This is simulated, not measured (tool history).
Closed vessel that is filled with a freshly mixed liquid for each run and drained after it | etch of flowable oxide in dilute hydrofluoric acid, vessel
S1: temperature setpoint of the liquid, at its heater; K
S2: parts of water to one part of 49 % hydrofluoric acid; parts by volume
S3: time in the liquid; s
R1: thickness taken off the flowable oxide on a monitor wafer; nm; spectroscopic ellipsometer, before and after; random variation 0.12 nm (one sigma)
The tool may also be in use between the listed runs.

run  hour      S1   S2  S3      R1
  1   0.0  295.15  105  30  6.2368
  2   0.8  295.15   90  30  7.4403
  3   8.1  295.15   90  30  7.4651
  4  16.8  298.65   90  30  8.4504
  5  23.1  298.65   90  30  8.6575
  6  25.2  299.15   85  30  9.2736

The next listed run, before its measurement:
  7  29.0  303.15  55  30   ?

R1: 17.4160 nm

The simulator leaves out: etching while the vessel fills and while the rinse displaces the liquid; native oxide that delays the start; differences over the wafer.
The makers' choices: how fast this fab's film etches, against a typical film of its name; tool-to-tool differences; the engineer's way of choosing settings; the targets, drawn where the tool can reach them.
